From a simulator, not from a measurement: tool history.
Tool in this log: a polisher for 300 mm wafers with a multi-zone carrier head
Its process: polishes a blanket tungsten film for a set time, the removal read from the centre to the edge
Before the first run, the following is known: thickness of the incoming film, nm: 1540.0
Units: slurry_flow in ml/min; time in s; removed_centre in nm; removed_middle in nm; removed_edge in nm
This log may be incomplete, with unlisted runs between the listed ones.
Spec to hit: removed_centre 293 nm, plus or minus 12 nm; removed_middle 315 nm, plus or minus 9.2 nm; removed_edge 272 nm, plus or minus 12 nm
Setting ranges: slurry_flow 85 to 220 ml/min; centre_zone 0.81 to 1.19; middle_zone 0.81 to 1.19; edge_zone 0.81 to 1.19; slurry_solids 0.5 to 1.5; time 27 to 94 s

run 1 hour=0 | slurry_flow=140 centre_zone=1 middle_zone=1 edge_zone=1 slurry_solids=1 time=60 | removed_centre=288.86 removed_middle=275.85 removed_edge=275.41
run 2 hour=1.7 | slurry_flow=140 centre_zone=1 middle_zone=0.94 edge_zone=1 slurry_solids=1 time=60 | removed_centre=284.64 removed_middle=265.96 removed_edge=269.91
run 3 hour=6.7 | slurry_flow=150 centre_zone=0.98 middle_zone=0.97 edge_zone=0.97 slurry_solids=1 time=60 | removed_centre=284.45 removed_middle=273.52 removed_edge=266.41
run 4 hour=9.9 | slurry_flow=150 centre_zone=0.98 middle_zone=1.05 edge_zone=0.97 slurry_solids=1 time=60 | removed_centre=286.29 removed_middle=290.76 removed_edge=273.68
run 5 hour=18.1 | slurry_flow=150 centre_zone=0.98 middle_zone=1.05 edge_zone=0.97 slurry_solids=1 time=66 | removed_centre=312.62 removed_middle=319.66 removed_edge=306.98
-- hour=22.6 centre zone pressure recalibrated
run 6 hour=22.6 | slurry_flow=150 centre_zone=0.98 middle_zone=1.05 edge_zone=0.97 slurry_solids=1.15 time=66 | removed_centre=308.6 removed_middle=328.88 removed_edge=312.53
run 7 hour=28.1 | slurry_flow=150 centre_zone=0.98 middle_zone=1.05 edge_zone=0.97 slurry_solids=1.15 time=66 | removed_centre=304.44 removed_middle=328.22 removed_edge=313.74
run 8 hour=35.1 | slurry_flow=150 centre_zone=0.98 middle_zone=1.05 edge_zone=0.94 slurry_solids=1.1 time=66 | removed_centre=308.55 removed_middle=328.38 removed_edge=306.66
run 9 hour=36.2 | slurry_flow=145 centre_zone=0.98 middle_zone=1.05 edge_zone=0.91 slurry_solids=1.05 time=66 | removed_centre=300.94 removed_middle=326.88 removed_edge=297.12
run 10 hour=38 | slurry_flow=145 centre_zone=0.98 middle_zone=1.04 edge_zone=0.89 slurry_solids=1 time=66 | removed_centre=298.62 removed_middle=311.64 removed_edge=285.58
run 11 hour=43 | slurry_flow=145 centre_zone=0.96 middle_zone=1.08 edge_zone=0.82 slurry_solids=1 time=66 | removed_centre=295.01 removed_middle=326.35 removed_edge=280.4

4 candidate next runs follow, results not yet known. Just one meets every target within its allowed miss. Identify it.
run A hour=48 | slurry_flow=140 centre_zone=0.99 middle_zone=1.08 edge_zone=0.84 slurry_solids=0.8 time=68 | removed_centre=? removed_middle=? removed_edge=?
run B hour=48 | slurry_flow=135 centre_zone=0.97 middle_zone=1.12 edge_zone=0.81 slurry_solids=0.95 time=59 | removed_centre=? removed_middle=? removed_edge=?
run C hour=48 | slurry_flow=170 centre_zone=1.08 middle_zone=1.15 edge_zone=0.81 slurry_solids=0.75 time=69 | removed_centre=? removed_middle=? removed_edge=?
run D hour=48 | slurry_flow=115 centre_zone=0.84 middle_zone=1.11 edge_zone=0.91 slurry_solids=1.05 time=71 | removed_centre=? removed_middle=? removed_edge=?

move=A removed_centre=282.3 removed_middle=313.53 removed_edge=273.2
move=B removed_centre=248.96 removed_middle=288.36 removed_edge=241.41
move=C removed_centre=314.82 removed_middle=340.61 removed_edge=276.15
move=D removed_centre=263.85 removed_middle=339.09 removed_edge=304.68
A: all results in spec
B: moves the result that the last run missed by most past its target, out the other side
C: misses by more than the last run did
D: misses by more than the last run did
So the answer is move A, the one that meets all the targets.
